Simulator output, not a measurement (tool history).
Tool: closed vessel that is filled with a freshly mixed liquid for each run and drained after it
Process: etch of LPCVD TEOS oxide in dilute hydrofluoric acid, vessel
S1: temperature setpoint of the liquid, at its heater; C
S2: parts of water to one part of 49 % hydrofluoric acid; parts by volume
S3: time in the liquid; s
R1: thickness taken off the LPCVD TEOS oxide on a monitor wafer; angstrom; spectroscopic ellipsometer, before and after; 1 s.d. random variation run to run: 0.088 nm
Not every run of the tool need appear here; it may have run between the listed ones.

run    day    S1   S2   S3      R1
  1  0.000  24.0  180  105  302.26
  2  0.083  24.0  180  115  330.69
  3  0.200  23.0  185  115  308.33
  4  0.267  23.0  185  105  280.32
  5  0.396  23.0  185  115  309.12
  6  0.604  23.0  185  115  310.06
  7  0.667  22.0  185  115  297.16
  8  0.892  21.5  185  115  291.31
     1.058  -- hydrofluoric acid flow meter replaced
  9  1.058  17.5  205  115  193.36
 10  1.171  18.0  205  115  196.56

What does the tool deliver on the next run?
 11  1.300  18.5  205  115   ?

{"run 11": {"R1": 200.59}}
